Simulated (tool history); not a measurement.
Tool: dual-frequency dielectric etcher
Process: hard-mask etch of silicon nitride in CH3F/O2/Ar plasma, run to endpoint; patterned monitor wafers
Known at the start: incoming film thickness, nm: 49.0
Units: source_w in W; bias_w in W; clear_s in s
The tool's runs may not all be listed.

{"run": 1, "day": 0.0, "source_w": 380, "bias_w": 86, "clear_s": 72.186}
{"run": 2, "day": 0.238, "source_w": 340, "bias_w": 83, "clear_s": 75.728}
{"run": 3, "day": 0.417, "source_w": 340, "bias_w": 69, "clear_s": 79.114}
{"run": 4, "day": 0.642, "source_w": 320, "bias_w": 68, "clear_s": 80.04}
{"run": 5, "day": 0.962, "source_w": 300, "bias_w": 66, "clear_s": 81.542}
{"run": 6, "day": 1.05, "source_w": 330, "bias_w": 66, "clear_s": 80.173}

The next listed run, before its measurement:
{"run": 7, "day": 1.338, "source_w": 310, "bias_w": 64, "clear_s": "?"}

clear_s: 81.767 s
